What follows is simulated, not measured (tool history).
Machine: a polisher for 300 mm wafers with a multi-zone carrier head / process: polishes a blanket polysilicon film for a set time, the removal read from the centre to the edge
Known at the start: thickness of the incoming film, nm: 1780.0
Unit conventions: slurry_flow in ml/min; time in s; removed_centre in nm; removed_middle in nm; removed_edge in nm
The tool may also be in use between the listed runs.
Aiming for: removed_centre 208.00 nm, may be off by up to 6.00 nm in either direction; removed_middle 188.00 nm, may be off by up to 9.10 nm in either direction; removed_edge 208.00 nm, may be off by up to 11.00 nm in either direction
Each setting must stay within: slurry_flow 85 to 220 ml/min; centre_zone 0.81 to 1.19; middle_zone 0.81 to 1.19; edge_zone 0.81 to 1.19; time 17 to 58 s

run,hour,slurry_flow,centre_zone,middle_zone,edge_zone,time,removed_centre,removed_middle,removed_edge
1,0.0,140,1.00,1.00,1.00,37,268.35,265.02,271.22
2,4.6,140,0.93,1.00,1.00,37,255.52,266.45,290.10
3,12.9,140,0.93,1.00,1.00,29,200.10,208.40,214.63
4,20.5,140,0.93,1.00,1.04,29,197.07,206.22,223.87
5,23.7,105,0.93,1.00,1.04,29,184.00,188.69,213.26
6,30.3,115,0.95,0.98,1.04,29,191.96,197.01,217.61
7,36.9,115,0.99,0.94,1.04,28,189.84,183.41,211.96
8,45.1,120,1.01,0.93,1.03,28,195.73,183.57,207.07
9,51.5,125,1.02,0.92,1.03,28,200.62,178.57,212.98

Consider the 5 candidate settings below. Which is the only one whose results all fall within their allowed miss of target?
A,57.9,120,1.11,0.84,0.96,28,?,?,?
B,57.9,135,1.04,0.93,1.07,26,?,?,?
C,57.9,125,1.05,0.95,0.98,28,?,?,?
D,57.9,115,0.92,1.07,1.06,29,?,?,?
E,57.9,140,0.94,0.98,1.03,28,?,?,?

move,removed_centre,removed_middle,removed_edge
A,216.10,167.89,196.23
B,195.22,174.31,195.47
C,207.87,187.78,199.18
D,186.77,210.89,211.10
E,193.65,197.81,207.58
A: moves the result that the last run missed by most past its target, out the other side
B: the biggest miss grows against the last run
C: all results in spec
D: the biggest miss grows against the last run
E: the biggest miss grows against the last run
Answer: C

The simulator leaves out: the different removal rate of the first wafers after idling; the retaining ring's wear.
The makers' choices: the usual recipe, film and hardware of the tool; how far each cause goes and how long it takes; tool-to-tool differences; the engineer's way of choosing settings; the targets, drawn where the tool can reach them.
